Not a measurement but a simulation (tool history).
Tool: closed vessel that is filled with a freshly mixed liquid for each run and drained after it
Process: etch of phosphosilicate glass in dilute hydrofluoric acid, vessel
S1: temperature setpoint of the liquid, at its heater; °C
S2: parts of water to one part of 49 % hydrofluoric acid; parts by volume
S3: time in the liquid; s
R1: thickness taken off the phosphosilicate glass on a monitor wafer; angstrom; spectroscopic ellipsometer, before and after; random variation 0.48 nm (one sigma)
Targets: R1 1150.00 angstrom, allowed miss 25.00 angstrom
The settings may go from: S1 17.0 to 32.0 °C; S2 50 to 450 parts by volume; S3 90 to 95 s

| run | day | S1 | S2 | S3 | R1 |
|---|---|---|---|---|---|
| 1 | 0.000 | 24.0 | 250 | 90 | 487.56 |
| 2 | 0.362 | 24.0 | 250 | 90 | 488.05 |
| 3 | 0.742 | 24.0 | 310 | 90 | 367.88 |
| 4 | 0.967 | 24.0 | 385 | 90 | 273.57 |
| 5 | 1.008 | 25.0 | 345 | 90 | 328.99 |
| 6 | 1.150 | 26.0 | 310 | 90 | 393.93 |
| 7 | 1.246 | 27.0 | 280 | 90 | 467.00 |
| 8 | 1.388 | 27.5 | 255 | 90 | 532.75 |
| 9 | 1.704 | 27.5 | 255 | 90 | 535.24 |
| 10 | 1.896 | 28.0 | 235 | 90 | 606.76 |
| 11 | 2.046 | 28.5 | 220 | 90 | 665.21 |
|  | 2.400 | hydrofluoric acid flow meter replaced |
| 12 | 2.400 | 29.0 | 205 | 90 | 852.93 |
| 13 | 2.783 | 29.5 | 200 | 90 | 901.08 |
| 14 | 3.108 | 30.0 | 200 | 90 | 910.64 |
| 15 | 3.171 | 32.0 | 160 | 90 | 1301.50 |
| 16 | 3.400 | 31.5 | 160 | 90 | 1271.20 |

5 next moves are on the table. One of them brings every result within its allowed miss. Which?
| A | 3.629 | 31.5 | 165 | 90 | ? |
| B | 3.629 | 30.0 | 165 | 95 | ? |
| C | 3.629 | 32.0 | 175 | 95 | ? |
| D | 3.629 | 32.0 | 175 | 90 | ? |
| E | 3.629 | 26.5 | 150 | 95 | ? |

| move | R1 |
|---|---|
| A | 1215.80 |
| B | 1217.20 |
| C | 1215.00 |
| D | 1151.00 |
| E | 1201.10 |
A: nearer than the last run, and not there yet
B: nearer than the last run, and not there yet
C: nearer than the last run, and not there yet
D: meets every target
E: nearer than the last run, and not there yet
Answer: D

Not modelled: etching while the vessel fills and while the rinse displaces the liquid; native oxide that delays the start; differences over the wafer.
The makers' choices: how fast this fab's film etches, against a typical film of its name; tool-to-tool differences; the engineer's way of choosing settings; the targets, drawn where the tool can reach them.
